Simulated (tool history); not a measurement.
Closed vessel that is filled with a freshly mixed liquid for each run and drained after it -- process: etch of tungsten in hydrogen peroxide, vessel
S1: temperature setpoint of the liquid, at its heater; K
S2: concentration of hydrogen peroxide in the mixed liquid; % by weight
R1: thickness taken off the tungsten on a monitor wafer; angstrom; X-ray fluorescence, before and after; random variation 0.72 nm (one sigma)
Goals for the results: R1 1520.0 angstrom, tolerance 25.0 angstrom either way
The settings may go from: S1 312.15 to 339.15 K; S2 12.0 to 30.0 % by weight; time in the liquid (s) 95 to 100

run 1 day=0.000 | S1=328.15 S2=21.5 time_in_the_liquid_(s)=95 | R1=2553.1
run 2 day=0.246 | S1=326.15 S2=21.5 time_in_the_liquid_(s)=95 | R1=2270.5
run 3 day=0.446 | S1=332.15 S2=21.5 time_in_the_liquid_(s)=95 | R1=3205.8
run 4 day=0.492 | S1=332.15 S2=24.5 time_in_the_liquid_(s)=95 | R1=3447.9
run 5 day=0.838 | S1=335.15 S2=24.5 time_in_the_liquid_(s)=95 | R1=4130.2
run 6 day=1.058 | S1=335.15 S2=24.5 time_in_the_liquid_(s)=100 | R1=4303.8
run 7 day=1.425 | S1=330.65 S2=24.5 time_in_the_liquid_(s)=100 | R1=3345.5
run 8 day=1.504 | S1=327.65 S2=24.5 time_in_the_liquid_(s)=100 | R1=2770.8

Below are 5 possible settings for the next run. Only one of them brings all results inside the allowed miss of their targets. Which is it?
run A day=1.583 | S1=319.15 S2=23.0 time_in_the_liquid_(s)=95 | R1=?
run B day=1.583 | S1=322.15 S2=18.5 time_in_the_liquid_(s)=95 | R1=?
run C day=1.583 | S1=312.65 S2=28.5 time_in_the_liquid_(s)=95 | R1=?
run D day=1.583 | S1=318.65 S2=23.0 time_in_the_liquid_(s)=95 | R1=?
run E day=1.583 | S1=318.65 S2=22.5 time_in_the_liquid_(s)=95 | R1=?

move=A R1=1519.9
move=B R1=1642.1
move=C R1=1116.4
move=D R1=1472.9
move=E R1=1456.8
A: in spec on every target
B: nearer than the last run, and not there yet
C: takes the result that was furthest off past its target
D: takes the result that was furthest off past its target
E: takes the result that was furthest off past its target
Go with A: it meets all targets.

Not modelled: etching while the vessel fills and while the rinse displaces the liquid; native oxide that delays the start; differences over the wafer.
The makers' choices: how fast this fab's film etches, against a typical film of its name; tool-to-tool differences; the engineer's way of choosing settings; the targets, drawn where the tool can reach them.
